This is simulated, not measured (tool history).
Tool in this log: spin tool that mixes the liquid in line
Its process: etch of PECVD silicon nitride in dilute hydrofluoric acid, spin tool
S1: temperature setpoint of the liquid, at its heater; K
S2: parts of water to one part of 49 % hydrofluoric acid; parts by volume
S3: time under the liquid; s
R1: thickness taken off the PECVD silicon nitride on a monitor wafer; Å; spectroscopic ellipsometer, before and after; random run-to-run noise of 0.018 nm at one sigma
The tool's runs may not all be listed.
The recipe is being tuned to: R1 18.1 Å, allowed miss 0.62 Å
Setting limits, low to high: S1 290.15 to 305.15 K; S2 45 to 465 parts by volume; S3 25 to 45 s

{"run": 1, "hour": 0.0, "S1": 297.15, "S2": 255, "S3": 45, "R1": 9.758}
{"run": 2, "hour": 5.2, "S1": 297.15, "S2": 255, "S3": 25, "R1": 5.3848}
{"run": 3, "hour": 7.0, "S1": 298.65, "S2": 220, "S3": 25, "R1": 6.7658}
{"run": 4, "hour": 15.6, "S1": 298.65, "S2": 220, "S3": 25, "R1": 6.827}
{"run": 5, "hour": 18.3, "S1": 299.65, "S2": 190, "S3": 30, "R1": 10.096}
{"run": 6, "hour": 22.5, "S1": 297.65, "S2": 190, "S3": 30, "R1": 8.762}
{"run": 7, "hour": 31.5, "S1": 298.65, "S2": 165, "S3": 30, "R1": 10.791}
{"run": 8, "hour": 37.7, "S1": 299.65, "S2": 150, "S3": 30, "R1": 12.791}
{"run": 9, "hour": 46.8, "S1": 300.65, "S2": 145, "S3": 30, "R1": 14.122}
{"run": 10, "hour": 48.6, "S1": 301.15, "S2": 145, "S3": 30, "R1": 14.429}
{"run": 11, "hour": 50.2, "S1": 305.15, "S2": 140, "S3": 30, "R1": 19.24}

Pick the move, out of 4, that brings all results within their allowed miss; only one does.
{"run": "A", "hour": 51.8, "S1": 302.65, "S2": 205, "S3": 45, "R1": "?"}
{"run": "B", "hour": 51.8, "S1": 305.15, "S2": 125, "S3": 25, "R1": "?"}
{"run": "C", "hour": 51.8, "S1": 305.15, "S2": 200, "S3": 45, "R1": "?"}
{"run": "D", "hour": 51.8, "S1": 305.15, "S2": 115, "S3": 25, "R1": "?"}

move=A R1=16.868
move=B R1=18.046
move=C R1=20.067
move=D R1=19.644
A: takes the result that was furthest off past its target
B: all results in spec
C: misses by more than the last run did
D: misses by more than the last run did
So the answer is move B, the one that meets all the targets.

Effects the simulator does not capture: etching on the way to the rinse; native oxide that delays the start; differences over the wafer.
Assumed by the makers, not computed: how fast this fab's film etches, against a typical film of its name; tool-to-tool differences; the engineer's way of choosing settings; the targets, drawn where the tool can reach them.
